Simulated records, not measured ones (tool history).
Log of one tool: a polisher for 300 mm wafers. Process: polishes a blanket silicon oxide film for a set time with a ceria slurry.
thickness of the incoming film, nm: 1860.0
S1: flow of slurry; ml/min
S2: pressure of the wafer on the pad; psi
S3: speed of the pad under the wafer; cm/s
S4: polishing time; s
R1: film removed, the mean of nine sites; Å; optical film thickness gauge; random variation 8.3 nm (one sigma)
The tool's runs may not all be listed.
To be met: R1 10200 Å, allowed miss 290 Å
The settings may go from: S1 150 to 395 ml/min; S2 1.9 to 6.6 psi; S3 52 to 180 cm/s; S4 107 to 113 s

run,hour,S1,S2,S3,S4,R1
1,0,250,4.2,116,107,7364
2,8,200,4.2,116,107,7196.7
3,14.5,205,4.6,116,107,7950.2
4,15.2,155,4.6,116,107,7625.1
5,19.8,150,4.6,116,107,7749.2
6,27.9,155,4.9,116,107,8138.2
7,35.1,170,5.2,116,107,8805.1
8,36.3,185,5.4,116,107,8991.9
9,41.1,185,5.6,116,107,9480.2
10,46.8,185,5.6,116,107,9429.1

Which of these 4 next moves meets every target?
A,52.5,225,6.2,108,109,?
B,52.5,150,5.8,108,113,?
C,52.5,160,5.2,112,107,?
D,52.5,150,5.6,102,107,?

move,R1
A,10288
B,9619.1
C,8472.8
D,8459.1
A: meets every target
B: nearer than the last run, and not there yet
C: further off than the last run
D: further off than the last run
Move A is the one to make.
